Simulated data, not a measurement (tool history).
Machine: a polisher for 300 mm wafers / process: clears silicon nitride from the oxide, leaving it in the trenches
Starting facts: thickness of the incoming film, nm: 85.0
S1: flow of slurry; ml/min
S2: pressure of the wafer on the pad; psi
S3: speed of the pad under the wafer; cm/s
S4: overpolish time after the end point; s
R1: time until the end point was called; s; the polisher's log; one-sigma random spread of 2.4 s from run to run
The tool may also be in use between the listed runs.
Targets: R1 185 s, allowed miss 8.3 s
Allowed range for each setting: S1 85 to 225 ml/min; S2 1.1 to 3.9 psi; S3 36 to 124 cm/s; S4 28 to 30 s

Run 1, hour 0: S1 145 ml/min, S2 2.5 psi, S3 80 cm/s, S4 28 s. Result: R1 126.44 s.
Run 2, hour 2.1: S1 145 ml/min, S2 3.1 psi, S3 80 cm/s, S4 28 s. Result: R1 103.01 s.
Run 3, hour 3.2: S1 180 ml/min, S2 3.1 psi, S3 80 cm/s, S4 28 s. Result: R1 98.983 s.
Run 4, hour 12.1: S1 180 ml/min, S2 3.1 psi, S3 80 cm/s, S4 30 s. Result: R1 95.055 s.
Run 5, hour 15.6: S1 195 ml/min, S2 3.1 psi, S3 80 cm/s, S4 30 s. Result: R1 97.106 s.
Run 6, hour 22.2: S1 195 ml/min, S2 2.9 psi, S3 80 cm/s, S4 30 s. Result: R1 100.94 s.
Run 7, hour 26.4: S1 180 ml/min, S2 2.2 psi, S3 74 cm/s, S4 30 s. Result: R1 147.77 s.
Run 8, hour 31: S1 180 ml/min, S2 2.1 psi, S3 74 cm/s, S4 30 s. Result: R1 156.7 s.
Run 9, hour 36.3: S1 180 ml/min, S2 2 psi, S3 74 cm/s, S4 30 s. Result: R1 163.28 s.

Exactly one of the 5 candidate moves below puts every result within its allowed miss. Which one?
Run A, hour 41.6: S1 200 ml/min, S2 1.6 psi, S3 98 cm/s, S4 28 s. Result: R1 ?.
Run B, hour 41.6: S1 190 ml/min, S2 1.9 psi, S3 84 cm/s, S4 28 s. Result: R1 ?.
Run C, hour 41.6: S1 175 ml/min, S2 2.4 psi, S3 74 cm/s, S4 30 s. Result: R1 ?.
Run D, hour 41.6: S1 140 ml/min, S2 2.2 psi, S3 80 cm/s, S4 28 s. Result: R1 ?.
Run E, hour 41.6: S1 200 ml/min, S2 1.8 psi, S3 70 cm/s, S4 30 s. Result: R1 ?.

move      R1
   A  148.87
   B  147.76
   C  134.98
   D  141.43
   E   184.4
A: the biggest miss grows against the last run
B: the biggest miss grows against the last run
C: the biggest miss grows against the last run
D: the biggest miss grows against the last run
E: every result lands within tolerance
Go with E: it meets all targets.
